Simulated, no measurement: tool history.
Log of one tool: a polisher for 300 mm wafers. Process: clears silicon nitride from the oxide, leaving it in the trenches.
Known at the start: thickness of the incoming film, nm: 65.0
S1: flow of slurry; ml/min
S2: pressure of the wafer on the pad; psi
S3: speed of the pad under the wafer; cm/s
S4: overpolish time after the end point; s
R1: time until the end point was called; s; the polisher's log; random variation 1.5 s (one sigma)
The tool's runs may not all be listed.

Run 1, day 0.000: S1 180 ml/min, S2 2.5 psi, S3 82 cm/s, S4 5 s. Result: R1 111.410 s.
Run 2, day 0.312: S1 180 ml/min, S2 3.1 psi, S3 82 cm/s, S4 5 s. Result: R1 94.682 s.
Run 3, day 0.358: S1 180 ml/min, S2 3.0 psi, S3 82 cm/s, S4 5 s. Result: R1 93.365 s.
Run 4, day 0.538: S1 180 ml/min, S2 2.8 psi, S3 82 cm/s, S4 5 s. Result: R1 102.220 s.
Run 5, day 0.821: S1 180 ml/min, S2 2.7 psi, S3 82 cm/s, S4 5 s. Result: R1 105.290 s.
Run 6, day 1.075: S1 220 ml/min, S2 2.7 psi, S3 82 cm/s, S4 5 s. Result: R1 99.020 s.
Run 7, day 1.283: S1 215 ml/min, S2 2.6 psi, S3 82 cm/s, S4 5 s. Result: R1 105.810 s.
Run 8, day 1.575: S1 215 ml/min, S2 2.5 psi, S3 82 cm/s, S4 5 s. Result: R1 109.440 s.

The next listed run, before its measurement:
Run 9, day 1.888: S1 215 ml/min, S2 2.4 psi, S3 82 cm/s, S4 5 s. Result: R1 ?.

Run 9 gave R1 111.290 s.
